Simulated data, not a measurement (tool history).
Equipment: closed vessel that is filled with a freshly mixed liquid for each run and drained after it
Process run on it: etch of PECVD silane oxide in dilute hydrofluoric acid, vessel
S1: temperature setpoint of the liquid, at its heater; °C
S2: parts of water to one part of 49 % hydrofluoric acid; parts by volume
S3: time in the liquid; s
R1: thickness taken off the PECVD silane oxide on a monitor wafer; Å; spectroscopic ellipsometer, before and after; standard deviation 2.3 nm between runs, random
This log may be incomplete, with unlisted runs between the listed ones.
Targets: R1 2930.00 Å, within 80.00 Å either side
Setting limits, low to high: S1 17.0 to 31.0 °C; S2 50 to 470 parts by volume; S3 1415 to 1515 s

run 1 hour=0.0 | S1=23.0 S2=260 S3=1415 | R1=836.07
run 2 hour=2.1 | S1=21.0 S2=260 S3=1415 | R1=776.57
run 3 hour=8.0 | S1=21.0 S2=350 S3=1415 | R1=525.19
run 4 hour=16.5 | S1=21.0 S2=350 S3=1515 | R1=565.22
run 5 hour=23.3 | S1=23.0 S2=350 S3=1515 | R1=612.98
run 6 hour=28.7 | S1=23.0 S2=420 S3=1515 | R1=478.46
run 7 hour=31.2 | S1=25.0 S2=335 S3=1515 | R1=699.65
run 8 hour=37.7 | S1=26.5 S2=265 S3=1515 | R1=998.42
run 9 hour=39.1 | S1=27.5 S2=215 S3=1515 | R1=1328.90
run 10 hour=42.7 | S1=28.5 S2=180 S3=1515 | R1=1704.60
run 11 hour=49.3 | S1=31.0 S2=85 S3=1515 | R1=4545.80
run 12 hour=53.9 | S1=29.0 S2=85 S3=1515 | R1=4172.70
run 13 hour=56.0 | S1=29.0 S2=85 S3=1515 | R1=4133.90
run 14 hour=59.9 | S1=26.5 S2=90 S3=1515 | R1=3551.90
run 15 hour=65.7 | S1=22.5 S2=95 S3=1515 | R1=2828.60
-- hour=69.7 thermometer replaced
run 16 hour=69.7 | S1=23.0 S2=95 S3=1515 | R1=3160.70
run 17 hour=72.1 | S1=22.5 S2=95 S3=1515 | R1=3011.90

5 next moves are on the table. One of them brings every result within its allowed miss. Which?
run A hour=74.5 | S1=23.5 S2=100 S3=1470 | R1=?
run B hour=74.5 | S1=23.0 S2=95 S3=1495 | R1=?
run C hour=74.5 | S1=21.0 S2=85 S3=1435 | R1=?
run D hour=74.5 | S1=22.0 S2=90 S3=1515 | R1=?
run E hour=74.5 | S1=24.5 S2=100 S3=1500 | R1=?

move=A R1=2944.40
move=B R1=3108.50
move=C R1=3111.30
move=D R1=3212.70
move=E R1=3125.90
A: all results in spec
B: its largest miss is bigger than the last run's
C: its largest miss is bigger than the last run's
D: its largest miss is bigger than the last run's
E: its largest miss is bigger than the last run's
The move that meets every target is A.
